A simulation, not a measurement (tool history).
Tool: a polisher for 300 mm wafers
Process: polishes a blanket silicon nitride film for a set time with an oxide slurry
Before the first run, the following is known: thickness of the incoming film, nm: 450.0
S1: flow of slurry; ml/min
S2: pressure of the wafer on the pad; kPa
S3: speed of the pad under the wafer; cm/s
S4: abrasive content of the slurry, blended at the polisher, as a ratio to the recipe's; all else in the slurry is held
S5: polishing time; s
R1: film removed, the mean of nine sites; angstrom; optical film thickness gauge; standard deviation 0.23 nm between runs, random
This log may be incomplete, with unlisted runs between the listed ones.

| run | hour | S1 | S2 | S3 | S4 | S5 | R1 |
|---|---|---|---|---|---|---|---|
| 1 | 0 | 200 | 27.6 | 138 | 1 | 31 | 326.37 |
| 2 | 0.6 | 225 | 27.6 | 138 | 1 | 31 | 327.39 |
| 3 | 5.1 | 225 | 25.5 | 138 | 1 | 31 | 309.53 |
| 4 | 12.7 | 225 | 29.6 | 138 | 1 | 31 | 346.16 |
| 5 | 15.9 | 225 | 29.6 | 114 | 1 | 31 | 311.29 |
| 6 | 24 | 225 | 29.6 | 114 | 1 | 31 | 309.24 |

What will run 7 give?
| 7 | 25.9 | 225 | 27.6 | 114 | 1 | 31 | ? |

R1: 293.7 angstrom
